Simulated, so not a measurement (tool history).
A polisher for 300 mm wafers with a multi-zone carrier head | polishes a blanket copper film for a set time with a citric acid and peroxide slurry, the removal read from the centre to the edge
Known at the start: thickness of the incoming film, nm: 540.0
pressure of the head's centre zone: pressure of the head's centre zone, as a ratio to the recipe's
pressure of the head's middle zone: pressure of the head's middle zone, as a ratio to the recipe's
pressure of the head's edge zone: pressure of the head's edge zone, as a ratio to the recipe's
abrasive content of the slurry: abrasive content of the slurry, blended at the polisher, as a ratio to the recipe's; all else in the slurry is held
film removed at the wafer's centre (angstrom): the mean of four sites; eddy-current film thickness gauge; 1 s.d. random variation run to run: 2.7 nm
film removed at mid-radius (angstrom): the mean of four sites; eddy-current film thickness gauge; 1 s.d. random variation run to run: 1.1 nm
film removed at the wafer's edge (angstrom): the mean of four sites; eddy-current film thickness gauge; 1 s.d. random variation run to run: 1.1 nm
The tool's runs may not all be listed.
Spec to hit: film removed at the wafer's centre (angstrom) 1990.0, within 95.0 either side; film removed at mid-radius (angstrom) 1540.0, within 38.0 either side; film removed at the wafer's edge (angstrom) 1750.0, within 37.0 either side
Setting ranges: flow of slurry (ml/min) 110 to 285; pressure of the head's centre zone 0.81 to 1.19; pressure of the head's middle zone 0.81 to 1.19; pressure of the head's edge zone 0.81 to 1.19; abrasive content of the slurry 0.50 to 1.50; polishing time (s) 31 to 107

run,day,flow of slurry (ml/min),pressure of the head's centre zone,pressure of the head's middle zone,pressure of the head's edge zone,abrasive content of the slurry,polishing time (s),film removed at the wafer's centre (angstrom),film removed at mid-radius (angstrom),film removed at the wafer's edge (angstrom)
1,0.000,180,1.00,1.00,1.00,1.00,69,1506.6,1532.2,1551.4
2,0.221,180,1.00,1.00,1.00,1.00,75,1662.0,1663.1,1688.8
3,0.325,180,1.00,1.00,0.95,1.00,75,1699.2,1675.5,1649.2
4,0.550,200,1.00,1.00,0.95,1.00,75,1674.4,1703.5,1665.3
5,0.921,200,1.00,1.00,0.95,1.00,91,1988.0,2038.7,2000.8
6,1.262,200,1.00,1.00,0.87,1.00,91,2120.6,2043.9,1943.5
7,1.583,185,1.00,0.94,0.86,0.90,91,1984.9,1887.4,1855.9
8,1.946,165,1.05,0.90,0.88,0.85,90,2002.8,1789.1,1847.8
9,2.104,155,1.09,0.87,0.89,0.80,89,2046.9,1665.9,1794.3
10,2.354,150,1.09,0.85,0.89,0.80,89,2066.7,1632.7,1792.4
# day 2.546: worn pad replaced by a new one
11,2.546,145,1.08,0.84,0.89,0.80,89,2263.2,1823.7,2043.1
12,2.858,145,1.08,0.84,0.89,0.80,89,2296.6,1826.8,2018.1
13,3.033,170,1.08,0.83,0.90,0.75,89,2215.1,1817.2,2053.1
14,3.200,170,1.08,0.83,0.90,0.75,89,2320.0,1825.3,2046.1
15,3.300,170,1.08,0.83,0.90,0.75,89,2244.7,1833.3,2047.7

Below are 5 possible settings for the next run. Only one of them brings all results inside the allowed miss of their targets. Which is it?
A,3.400,205,1.01,0.83,0.97,0.75,81,?,?,?
B,3.400,145,1.14,0.92,0.97,0.70,76,?,?,?
C,3.400,195,1.17,0.90,1.07,0.80,69,?,?,?
D,3.400,125,1.19,0.81,0.84,0.65,82,?,?,?
E,3.400,175,0.97,0.88,0.94,0.65,76,?,?,?

move,film removed at the wafer's centre (angstrom),film removed at mid-radius (angstrom),film removed at the wafer's edge (angstrom)
A,1931.6,1703.8,1957.3
B,1933.5,1653.9,1762.9
C,1911.0,1557.8,1758.7
D,2106.1,1559.7,1739.7
E,1671.1,1612.4,1745.8
A: better than the last run, though not everything is in spec
B: puts the biggest miss on target and leaves a different result outside tolerance
C: every result lands within tolerance
D: puts the biggest miss on target and leaves a different result outside tolerance
E: puts the biggest miss on target and leaves a different result outside tolerance
The move that meets every target is C.

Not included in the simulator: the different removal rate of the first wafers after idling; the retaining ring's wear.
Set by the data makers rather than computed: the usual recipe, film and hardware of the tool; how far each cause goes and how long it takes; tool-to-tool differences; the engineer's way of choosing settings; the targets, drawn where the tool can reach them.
